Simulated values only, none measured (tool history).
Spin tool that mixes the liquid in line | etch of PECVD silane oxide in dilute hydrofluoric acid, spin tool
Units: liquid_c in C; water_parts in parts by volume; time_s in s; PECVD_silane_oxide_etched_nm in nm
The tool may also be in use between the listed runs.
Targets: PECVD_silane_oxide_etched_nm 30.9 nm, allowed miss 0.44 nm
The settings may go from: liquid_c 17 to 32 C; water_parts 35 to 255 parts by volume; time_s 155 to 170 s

run  hour  liquid_c  water_parts  time_s  PECVD_silane_oxide_etched_nm
  1     0        24          145     155                        15.597
  2   1.8      25.5          135     155                         18.04
  3   5.4        27          130     155                        20.096
  4  12.8        28          125     155                        21.829
  5  19.6        29          120     155                        23.789
  6    28        29          120     170                         25.89
  7  31.8      29.5          120     170                        26.473
  8  36.6        30          120     170                        27.054
  9  41.9      30.5          120     170                        27.445
 10  46.8        31          120     170                        27.851
 11  50.2      31.5          115     170                        29.868
 12  54.2        32          115     170                        30.293
 13  59.3        32          110     170                        32.046

4 next moves are on the table. One of them brings every result within its allowed miss. Which?
  A  64.4        32          105     165                             ?
  B  64.4        32          110     165                             ?
  C  64.4        31          110     165                             ?
  D  64.4      27.5          100     170                             ?

move  PECVD_silane_oxide_etched_nm
   A                         32.81
   B                        31.091
   C                        29.972
   D                        30.194
A: further off than the last run
B: meets every target
C: takes the result that was furthest off past its target
D: takes the result that was furthest off past its target
Move B is the one to make.

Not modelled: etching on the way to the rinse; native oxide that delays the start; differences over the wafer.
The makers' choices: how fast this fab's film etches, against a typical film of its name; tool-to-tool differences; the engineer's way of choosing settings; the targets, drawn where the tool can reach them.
